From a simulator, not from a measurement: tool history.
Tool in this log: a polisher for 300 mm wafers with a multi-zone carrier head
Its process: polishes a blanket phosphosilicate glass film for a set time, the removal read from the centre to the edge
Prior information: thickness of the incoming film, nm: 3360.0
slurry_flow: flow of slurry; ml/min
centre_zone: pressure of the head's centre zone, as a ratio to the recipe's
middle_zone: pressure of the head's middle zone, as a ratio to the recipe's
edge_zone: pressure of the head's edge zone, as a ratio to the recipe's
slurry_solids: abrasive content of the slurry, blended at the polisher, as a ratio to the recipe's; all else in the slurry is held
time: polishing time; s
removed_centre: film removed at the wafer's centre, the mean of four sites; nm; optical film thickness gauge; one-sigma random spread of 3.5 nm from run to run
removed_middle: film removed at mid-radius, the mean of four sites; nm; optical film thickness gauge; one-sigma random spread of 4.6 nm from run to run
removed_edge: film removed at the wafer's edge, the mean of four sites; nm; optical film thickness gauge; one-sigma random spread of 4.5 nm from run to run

run  hour  slurry_flow  centre_zone  middle_zone  edge_zone  slurry_solids  time  removed_centre  removed_middle  removed_edge
  1   0.0          225         1.00         1.00       1.00           1.00    84          368.76          376.24        380.33
  2   3.9          225         1.00         1.00       0.93           1.00    84          367.17          372.38        372.67
  3  10.5          235         1.03         1.01       0.97           1.05    84          394.87          389.74        391.90
  4  14.2          235         1.03         1.01       0.97           1.05    71          326.96          328.77        327.16
  5  15.1          245         1.06         1.02       1.01           1.15    72          362.46          353.37        355.12
  6  17.8          245         1.06         1.02       1.05           1.15    72          357.25          347.61        359.89

Run 7 is up next; what results do you expect?
  7  24.2          255         1.09         1.04       1.06           1.25    73               ?               ?             ?

Run 7 yielded removed_centre 396.73 nm, removed_middle 373.90 nm, removed_edge 375.14 nm.

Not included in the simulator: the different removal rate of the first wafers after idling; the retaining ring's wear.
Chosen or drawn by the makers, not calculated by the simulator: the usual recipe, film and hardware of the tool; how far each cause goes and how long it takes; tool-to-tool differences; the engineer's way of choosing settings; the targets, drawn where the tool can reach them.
